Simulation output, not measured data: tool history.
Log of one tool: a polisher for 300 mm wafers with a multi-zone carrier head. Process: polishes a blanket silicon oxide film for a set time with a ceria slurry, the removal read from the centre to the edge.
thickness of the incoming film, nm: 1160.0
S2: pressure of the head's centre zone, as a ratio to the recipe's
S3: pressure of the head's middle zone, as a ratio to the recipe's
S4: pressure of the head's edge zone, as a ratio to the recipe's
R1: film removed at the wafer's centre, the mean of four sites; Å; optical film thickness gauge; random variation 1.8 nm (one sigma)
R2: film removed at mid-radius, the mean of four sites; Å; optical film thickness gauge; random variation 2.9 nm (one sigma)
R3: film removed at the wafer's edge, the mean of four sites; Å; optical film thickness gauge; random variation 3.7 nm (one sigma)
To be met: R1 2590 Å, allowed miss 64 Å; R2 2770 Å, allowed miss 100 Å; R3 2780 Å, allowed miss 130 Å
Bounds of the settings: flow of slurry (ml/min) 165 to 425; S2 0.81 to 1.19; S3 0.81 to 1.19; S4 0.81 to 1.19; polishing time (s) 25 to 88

{"run": 1, "hour": 0.0, "flow of slurry (ml/min)": 275, "S2": 1, "S3": 1, "S4": 1, "polishing time (s)": 56, "R1": 1971.1, "R2": 1983.2, "R3": 1898}
{"run": 2, "hour": 8.9, "flow of slurry (ml/min)": 270, "S2": 1, "S3": 1.01, "S4": 1.04, "polishing time (s)": 60, "R1": 2121.7, "R2": 2152.3, "R3": 2126.9}
{"run": 3, "hour": 17.6, "flow of slurry (ml/min)": 270, "S2": 1, "S3": 0.93, "S4": 1.04, "polishing time (s)": 60, "R1": 2108.2, "R2": 2024.9, "R3": 2081}
{"run": 4, "hour": 23.8, "flow of slurry (ml/min)": 270, "S2": 1.01, "S3": 0.98, "S4": 1.07, "polishing time (s)": 62, "R1": 2260.9, "R2": 2173.7, "R3": 2202.3}
{"run": 5, "hour": 25.4, "flow of slurry (ml/min)": 270, "S2": 1.01, "S3": 0.98, "S4": 1.03, "polishing time (s)": 62, "R1": 2231.4, "R2": 2203.6, "R3": 2150.1}
{"run": 6, "hour": 32.0, "flow of slurry (ml/min)": 275, "S2": 1, "S3": 1.01, "S4": 1.07, "polishing time (s)": 64, "R1": 2286.6, "R2": 2251.1, "R3": 2240.2}
{"run": 7, "hour": 39.3, "flow of slurry (ml/min)": 255, "S2": 0.99, "S3": 1.03, "S4": 1.08, "polishing time (s)": 67, "R1": 2362.5, "R2": 2430.7, "R3": 2367.7}
{"run": 8, "hour": 46.8, "flow of slurry (ml/min)": 255, "S2": 0.98, "S3": 1.04, "S4": 1.1, "polishing time (s)": 69, "R1": 2407.1, "R2": 2479.9, "R3": 2461.3}
{"run": 9, "hour": 49.1, "flow of slurry (ml/min)": 255, "S2": 0.98, "S3": 1.04, "S4": 1.1, "polishing time (s)": 69, "R1": 2359.1, "R2": 2455.8, "R3": 2413}
{"run": 10, "hour": 49.7, "flow of slurry (ml/min)": 260, "S2": 0.97, "S3": 1.05, "S4": 1.12, "polishing time (s)": 71, "R1": 2456.6, "R2": 2556.8, "R3": 2595.1}
{"run": 11, "hour": 52.5, "flow of slurry (ml/min)": 270, "S2": 0.97, "S3": 1.07, "S4": 1.13, "polishing time (s)": 71, "R1": 2419.6, "R2": 2660.2, "R3": 2657}
{"run": 12, "hour": 56.1, "flow of slurry (ml/min)": 270, "S2": 0.97, "S3": 1.07, "S4": 1.13, "polishing time (s)": 71, "R1": 2464.1, "R2": 2664.8, "R3": 2586}
{"run": 13, "hour": 56.7, "flow of slurry (ml/min)": 280, "S2": 0.97, "S3": 1.07, "S4": 1.14, "polishing time (s)": 71, "R1": 2441.2, "R2": 2667.4, "R3": 2639.6}
{"run": 14, "hour": 60.7, "flow of slurry (ml/min)": 290, "S2": 0.98, "S3": 1.07, "S4": 1.15, "polishing time (s)": 71, "R1": 2505.5, "R2": 2670.5, "R3": 2696.5}
{"run": 15, "hour": 62.4, "flow of slurry (ml/min)": 300, "S2": 0.98, "S3": 1.07, "S4": 1.15, "polishing time (s)": 71, "R1": 2494, "R2": 2631.1, "R3": 2656}
{"run": 16, "hour": 65.6, "flow of slurry (ml/min)": 300, "S2": 0.98, "S3": 1.08, "S4": 1.16, "polishing time (s)": 71, "R1": 2485.3, "R2": 2665.7, "R3": 2655.3}
{"run": 17, "hour": 72.1, "flow of slurry (ml/min)": 305, "S2": 0.98, "S3": 1.08, "S4": 1.17, "polishing time (s)": 71, "R1": 2514.8, "R2": 2652.5, "R3": 2649.3}

4 next moves are on the table. One of them brings every result within its allowed miss. Which?
{"run": "A", "hour": 78.6, "flow of slurry (ml/min)": 220, "S2": 0.93, "S3": 0.99, "S4": 1.19, "polishing time (s)": 75, "R1": "?", "R2": "?", "R3": "?"}
{"run": "B", "hour": 78.6, "flow of slurry (ml/min)": 275, "S2": 0.96, "S3": 1.14, "S4": 1.11, "polishing time (s)": 76, "R1": "?", "R2": "?", "R3": "?"}
{"run": "C", "hour": 78.6, "flow of slurry (ml/min)": 315, "S2": 0.91, "S3": 1.07, "S4": 1.16, "polishing time (s)": 74, "R1": "?", "R2": "?", "R3": "?"}
{"run": "D", "hour": 78.6, "flow of slurry (ml/min)": 205, "S2": 1.01, "S3": 1.11, "S4": 1.17, "polishing time (s)": 75, "R1": "?", "R2": "?", "R3": "?"}

move=A R1=2453.2 R2=2581.9 R3=2815
move=B R1=2629.8 R2=2941.9 R3=2794.3
move=C R1=2464.1 R2=2777 R3=2810.5
move=D R1=2634.1 R2=2764.7 R3=2770.4
A: further off than the last run
B: brings the result that was furthest off to its target, and leaves another outside
C: further off than the last run
D: meets every target
The right move is D.

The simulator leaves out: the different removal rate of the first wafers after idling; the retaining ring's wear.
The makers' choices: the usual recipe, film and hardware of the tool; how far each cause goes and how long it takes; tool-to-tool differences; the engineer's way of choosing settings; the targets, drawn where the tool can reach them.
